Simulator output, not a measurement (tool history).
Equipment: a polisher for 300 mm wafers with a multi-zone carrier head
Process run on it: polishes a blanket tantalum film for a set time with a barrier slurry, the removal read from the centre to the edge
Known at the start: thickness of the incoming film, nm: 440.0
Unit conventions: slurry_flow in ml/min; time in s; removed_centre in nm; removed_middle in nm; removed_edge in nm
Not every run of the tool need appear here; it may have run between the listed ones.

Run 1, hour 0: slurry_flow 295 ml/min, centre_zone 1, middle_zone 1, edge_zone 1, slurry_solids 1, time 51 s. Result: removed_centre 54.958 nm, removed_middle 53.557 nm, removed_edge 54.203 nm.
Run 2, hour 2.9: slurry_flow 295 ml/min, centre_zone 0.99, middle_zone 0.99, edge_zone 0.98, slurry_solids 0.9, time 50 s. Result: removed_centre 50.969 nm, removed_middle 49.991 nm, removed_edge 49.192 nm.
Run 3, hour 5.1: slurry_flow 295 ml/min, centre_zone 0.99, middle_zone 1.02, edge_zone 0.98, slurry_solids 0.9, time 50 s. Result: removed_centre 50.378 nm, removed_middle 50.69 nm, removed_edge 49.457 nm.
Run 4, hour 8: slurry_flow 295 ml/min, centre_zone 0.99, middle_zone 1.02, edge_zone 1.06, slurry_solids 0.9, time 50 s. Result: removed_centre 51.021 nm, removed_middle 51.525 nm, removed_edge 51.288 nm.
Run 5, hour 14.1: slurry_flow 295 ml/min, centre_zone 0.94, middle_zone 1.02, edge_zone 1.06, slurry_solids 0.9, time 50 s. Result: removed_centre 48.236 nm, removed_middle 51.215 nm, removed_edge 51.475 nm.
Run 6, hour 19.9: slurry_flow 260 ml/min, centre_zone 0.94, middle_zone 1.02, edge_zone 1.06, slurry_solids 0.9, time 50 s. Result: removed_centre 47.106 nm, removed_middle 50.396 nm, removed_edge 50.388 nm.
Run 7, hour 27.9: slurry_flow 195 ml/min, centre_zone 0.95, middle_zone 0.92, edge_zone 0.96, slurry_solids 0.65, time 49 s. Result: removed_centre 36.133 nm, removed_middle 35.114 nm, removed_edge 37.45 nm.
Run 8, hour 32.1: slurry_flow 210 ml/min, centre_zone 0.95, middle_zone 0.92, edge_zone 0.95, slurry_solids 0.65, time 49 s. Result: removed_centre 36.709 nm, removed_middle 35.389 nm, removed_edge 37.482 nm.
Run 9, hour 38.8: slurry_flow 225 ml/min, centre_zone 0.95, middle_zone 0.92, edge_zone 0.94, slurry_solids 0.65, time 49 s. Result: removed_centre 37.666 nm, removed_middle 35.759 nm, removed_edge 37.359 nm.
Run 10, hour 45.4: slurry_flow 235 ml/min, centre_zone 0.95, middle_zone 0.92, edge_zone 0.94, slurry_solids 0.65, time 49 s. Result: removed_centre 37.589 nm, removed_middle 36.21 nm, removed_edge 37.791 nm.
Run 11, hour 49: slurry_flow 235 ml/min, centre_zone 0.95, middle_zone 0.92, edge_zone 0.94, slurry_solids 0.65, time 49 s. Result: removed_centre 37.613 nm, removed_middle 36.387 nm, removed_edge 38.144 nm.
Run 12, hour 51.5: slurry_flow 245 ml/min, centre_zone 0.95, middle_zone 0.92, edge_zone 0.93, slurry_solids 0.65, time 49 s. Result: removed_centre 37.912 nm, removed_middle 36.558 nm, removed_edge 37.457 nm.

Predict the results of run 13:
Run 13, hour 56.5: slurry_flow 255 ml/min, centre_zone 0.95, middle_zone 0.92, edge_zone 0.93, slurry_solids 0.65, time 49 s. Result: removed_centre ?, removed_middle ?, removed_edge ?.

{"run 13": {"removed_centre": 38.127, "removed_middle": 36.619, "removed_edge": 37.637}}

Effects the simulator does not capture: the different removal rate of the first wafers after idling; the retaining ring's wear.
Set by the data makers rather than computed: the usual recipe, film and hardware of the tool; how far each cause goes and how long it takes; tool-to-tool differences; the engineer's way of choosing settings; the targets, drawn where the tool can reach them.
